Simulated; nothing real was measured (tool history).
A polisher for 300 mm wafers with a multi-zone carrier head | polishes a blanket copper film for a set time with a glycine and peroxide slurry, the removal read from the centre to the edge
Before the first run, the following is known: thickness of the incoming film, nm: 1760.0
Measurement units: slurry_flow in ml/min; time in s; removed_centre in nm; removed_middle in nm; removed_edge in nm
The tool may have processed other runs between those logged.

| run | hour | slurry_flow | centre_zone | middle_zone | edge_zone | time | removed_centre | removed_middle | removed_edge |
|---|---|---|---|---|---|---|---|---|---|
| 1 | 0 | 140 | 1 | 1 | 1 | 82 | 366.48 | 352.28 | 351.92 |
| 2 | 2.3 | 135 | 0.97 | 1 | 0.98 | 79 | 335.57 | 341.1 | 342.75 |
| 3 | 9 | 135 | 0.97 | 1 | 0.9 | 79 | 333.73 | 344.51 | 329.47 |
| 4 | 15 | 130 | 0.95 | 1 | 0.89 | 76 | 313.82 | 328.26 | 311.35 |
| 5 | 17.5 | 125 | 0.93 | 1 | 0.88 | 74 | 298.74 | 314.38 | 302.28 |
| 6 | 25.3 | 125 | 0.87 | 1 | 0.88 | 74 | 288.67 | 311.9 | 298.34 |
| 7 | 33.5 | 120 | 0.86 | 1.01 | 0.89 | 73 | 270.57 | 312.3 | 289.11 |
| 8 | 35.9 | 90 | 0.83 | 0.96 | 0.87 | 69 | 229.26 | 256.68 | 259.48 |
| 9 | 41.9 | 95 | 0.83 | 0.97 | 0.87 | 69 | 242.42 | 264.94 | 265.37 |
| 10 | 43.3 | 95 | 0.83 | 0.98 | 0.88 | 69 | 236.07 | 269.04 | 268.54 |

Predict the results of run 11:
| 11 | 49.1 | 95 | 0.83 | 0.98 | 0.88 | 69 | ? | ? | ? |

Run 11 measured removed_centre 230.69 nm, removed_middle 262.42 nm, removed_edge 257.47 nm.
